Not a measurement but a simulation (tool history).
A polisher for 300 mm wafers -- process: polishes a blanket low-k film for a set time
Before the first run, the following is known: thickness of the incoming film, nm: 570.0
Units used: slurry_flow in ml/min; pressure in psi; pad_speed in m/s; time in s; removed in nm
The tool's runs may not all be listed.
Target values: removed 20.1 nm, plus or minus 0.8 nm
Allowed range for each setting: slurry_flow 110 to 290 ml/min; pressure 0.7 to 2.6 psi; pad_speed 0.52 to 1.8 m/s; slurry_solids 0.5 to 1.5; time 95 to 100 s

| run | day | slurry_flow | pressure | pad_speed | slurry_solids | time | removed |
|---|---|---|---|---|---|---|---|
| 1 | 0 | 185 | 1.6 | 1.16 | 1 | 95 | 31.318 |
| 2 | 0.188 | 185 | 1.4 | 1.16 | 1 | 95 | 26.889 |
| 3 | 0.492 | 185 | 1.8 | 1.16 | 1 | 95 | 35.386 |
| 4 | 0.717 | 160 | 1.8 | 1.16 | 1 | 95 | 34.673 |
| 5 | 0.821 | 160 | 2.1 | 1.16 | 1 | 95 | 40.198 |
| 6 | 1.125 | 160 | 2.1 | 1 | 1 | 95 | 37.466 |
| 7 | 1.475 | 155 | 1.8 | 0.98 | 1 | 95 | 31.193 |
| 8 | 1.688 | 155 | 1.6 | 0.96 | 1 | 95 | 27.387 |
| 9 | 1.85 | 155 | 1.4 | 0.94 | 1 | 95 | 24.082 |
| 10 | 1.958 | 150 | 1.1 | 0.92 | 1 | 95 | 18.608 |
| 11 | 2.317 | 155 | 1.1 | 0.92 | 1 | 95 | 18.968 |
| 12 | 2.388 | 160 | 1.1 | 0.92 | 1 | 95 | 18.978 |

Pick the move, out of 5, that brings all results within their allowed miss; only one does.
| A | 2.458 | 120 | 1.2 | 0.58 | 1.05 | 100 | ? |
| B | 2.458 | 110 | 1.1 | 0.9 | 1.15 | 99 | ? |
| C | 2.458 | 110 | 1 | 1.06 | 0.9 | 100 | ? |
| D | 2.458 | 165 | 0.9 | 1.5 | 0.8 | 95 | ? |
| E | 2.458 | 140 | 1 | 0.98 | 1.05 | 95 | ? |

| move | removed |
|---|---|
| A | 17.354 |
| B | 19.898 |
| C | 17.682 |
| D | 18.284 |
| E | 18.067 |
A: the biggest miss grows against the last run
B: in spec on every target
C: the biggest miss grows against the last run
D: the biggest miss grows against the last run
E: the biggest miss grows against the last run
Correct choice: B, which meets every target
